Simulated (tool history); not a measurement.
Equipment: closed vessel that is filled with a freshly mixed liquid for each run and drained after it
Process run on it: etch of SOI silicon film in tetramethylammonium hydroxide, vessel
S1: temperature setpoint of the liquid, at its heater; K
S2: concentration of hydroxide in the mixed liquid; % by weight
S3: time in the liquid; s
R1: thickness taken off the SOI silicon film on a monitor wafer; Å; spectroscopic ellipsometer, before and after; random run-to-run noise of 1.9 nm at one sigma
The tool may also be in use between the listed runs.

run,hour,S1,S2,S3,R1
1,0,343.15,15,90,5695.1
2,3.9,342.15,15,90,5404.3
3,12,342.15,15,90,5375.3
4,17.9,341.65,15,90,5205.1
5,22.1,341.65,17.5,90,4928.2
6,25.9,341.65,17.5,95,5195.1
7,29.4,341.65,17.5,95,5207.2

What will run 8 give?
8,31.3,341.15,17.5,95,?

R1: 5049.2 Å

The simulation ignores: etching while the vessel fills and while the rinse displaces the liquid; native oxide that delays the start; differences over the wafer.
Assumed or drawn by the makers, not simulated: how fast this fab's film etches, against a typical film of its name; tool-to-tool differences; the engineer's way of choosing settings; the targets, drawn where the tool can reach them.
